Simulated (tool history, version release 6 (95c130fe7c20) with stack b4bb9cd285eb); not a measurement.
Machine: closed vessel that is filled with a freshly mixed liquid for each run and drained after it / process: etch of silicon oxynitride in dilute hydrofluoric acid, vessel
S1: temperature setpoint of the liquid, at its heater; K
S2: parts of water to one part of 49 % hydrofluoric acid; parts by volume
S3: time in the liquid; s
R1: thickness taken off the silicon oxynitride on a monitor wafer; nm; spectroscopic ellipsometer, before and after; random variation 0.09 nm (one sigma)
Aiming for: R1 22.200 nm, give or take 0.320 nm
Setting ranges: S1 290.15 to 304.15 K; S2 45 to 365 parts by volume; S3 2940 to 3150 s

run	day	S1	S2	S3	R1
1	0.000	296.15	205	2940	38.153
2	0.342	295.15	215	2940	34.737
3	0.546	294.15	220	2940	32.126
4	0.646	293.65	225	2940	30.841
5	0.854	293.15	230	2940	29.464
6	1.000	292.65	235	2940	28.023
7	1.104	292.15	240	2940	26.819
8	1.342	291.65	245	2940	25.406
9	1.500	290.65	255	2940	23.107
10	1.700	290.15	255	2940	22.651

Exactly one of the 4 candidate moves below puts every result within its allowed miss. Which one?
A	1.900	290.65	260	3030	?
B	1.900	291.15	265	3060	?
C	1.900	290.65	280	3115	?
D	1.900	290.15	255	2995	?

move	R1
A	23.475
B	23.736
C	22.158
D	23.180
A: the biggest miss grows against the last run
B: the biggest miss grows against the last run
C: in spec on every target
D: the biggest miss grows against the last run
C is the move that brings every result within its allowed miss.

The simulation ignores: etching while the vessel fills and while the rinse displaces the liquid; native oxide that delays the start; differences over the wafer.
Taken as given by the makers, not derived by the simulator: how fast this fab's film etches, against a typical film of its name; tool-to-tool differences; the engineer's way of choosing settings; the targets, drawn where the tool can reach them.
